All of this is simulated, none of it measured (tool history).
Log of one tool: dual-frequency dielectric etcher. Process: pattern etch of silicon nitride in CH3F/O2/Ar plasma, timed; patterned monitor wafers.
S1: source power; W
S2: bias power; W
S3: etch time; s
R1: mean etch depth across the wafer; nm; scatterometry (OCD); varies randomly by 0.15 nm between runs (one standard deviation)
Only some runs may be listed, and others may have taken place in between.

run 1 hour=0.0 | S1=520 S2=69 S3=36.5 | R1=27.441
run 2 hour=2.6 | S1=500 S2=68 S3=36.5 | R1=26.999
run 3 hour=4.1 | S1=500 S2=68 S3=36.5 | R1=27.354
run 4 hour=7.3 | S1=480 S2=67 S3=36.5 | R1=26.615
run 5 hour=11.0 | S1=470 S2=67 S3=36.5 | R1=26.347
run 6 hour=13.6 | S1=460 S2=67 S3=36.5 | R1=26.289
run 7 hour=21.5 | S1=450 S2=67 S3=36.5 | R1=26.279
run 8 hour=29.0 | S1=440 S2=66 S3=36.5 | R1=25.956

Run 9 is up next; what results do you expect?
run 9 hour=37.3 | S1=430 S2=66 S3=36.5 | R1=?

R1: 25.699 nm

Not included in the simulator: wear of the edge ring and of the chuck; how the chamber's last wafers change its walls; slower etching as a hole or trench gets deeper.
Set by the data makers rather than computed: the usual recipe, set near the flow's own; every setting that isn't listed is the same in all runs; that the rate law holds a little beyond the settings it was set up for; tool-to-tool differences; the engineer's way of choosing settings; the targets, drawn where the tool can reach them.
